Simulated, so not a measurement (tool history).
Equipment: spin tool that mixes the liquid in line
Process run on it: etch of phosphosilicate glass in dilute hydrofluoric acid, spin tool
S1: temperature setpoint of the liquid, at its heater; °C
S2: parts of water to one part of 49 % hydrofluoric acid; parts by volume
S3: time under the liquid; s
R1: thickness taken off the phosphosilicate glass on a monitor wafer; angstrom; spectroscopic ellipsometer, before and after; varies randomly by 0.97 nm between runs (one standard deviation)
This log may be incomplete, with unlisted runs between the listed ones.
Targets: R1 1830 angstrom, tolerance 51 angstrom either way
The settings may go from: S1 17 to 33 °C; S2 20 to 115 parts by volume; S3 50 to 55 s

| run | hour | S1 | S2 | S3 | R1 |
|---|---|---|---|---|---|
| 1 | 0 | 25 | 65 | 50 | 1197 |
| 2 | 7.5 | 27 | 65 | 50 | 1299.6 |
| 3 | 9.2 | 30 | 65 | 50 | 1453.5 |
| 4 | 13.7 | 30.5 | 65 | 50 | 1489.7 |
| 5 | 15.5 | 31 | 65 | 50 | 1534 |
| 6 | 23.5 | 31 | 75 | 50 | 1295.9 |
| 7 | 29.8 | 31.5 | 70 | 50 | 1418.5 |
| 8 | 35.4 | 32 | 65 | 50 | 1565.9 |
| 9 | 37 | 32.5 | 60 | 50 | 1753.1 |

Exactly one of the 4 candidate moves below puts every result within its allowed miss. Which one?
| A | 38.6 | 31 | 55 | 50 | ? |
| B | 38.6 | 32.5 | 70 | 55 | ? |
| C | 38.6 | 33 | 65 | 50 | ? |
| D | 38.6 | 31.5 | 60 | 50 | ? |

| move | R1 |
|---|---|
| A | 1815.4 |
| B | 1622.9 |
| C | 1632 |
| D | 1683.2 |
A: all results land within tolerance of their targets
B: further off than the last run
C: further off than the last run
D: further off than the last run
Correct choice: A, which meets every target
